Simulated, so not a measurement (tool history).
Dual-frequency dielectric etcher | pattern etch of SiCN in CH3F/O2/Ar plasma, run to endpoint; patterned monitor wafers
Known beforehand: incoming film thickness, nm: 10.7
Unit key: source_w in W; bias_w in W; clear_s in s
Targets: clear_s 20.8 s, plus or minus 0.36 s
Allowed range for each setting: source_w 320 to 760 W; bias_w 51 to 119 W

run	hour	source_w	bias_w	clear_s
1	0	540	85	24.925
2	3.6	540	73	27.003
3	9.8	580	77	25.507
4	13.4	630	77	24.973
5	16	660	81	23.903
6	19.4	680	84	23.364
7	20.1	700	87	22.554
8	23	710	89	22.088
9	28.7	720	90	21.814

4 next moves are on the table. One of them brings every result within its allowed miss. Which?
A	34.4	650	97	?
B	34.4	630	89	?
C	34.4	630	91	?
D	34.4	760	94	?

move	clear_s
A	21.653
B	22.947
C	22.663
D	20.913
A: nearer than the last run, and not there yet
B: the biggest miss grows against the last run
C: the biggest miss grows against the last run
D: hits every target within its allowed miss
The move that meets every target is D.
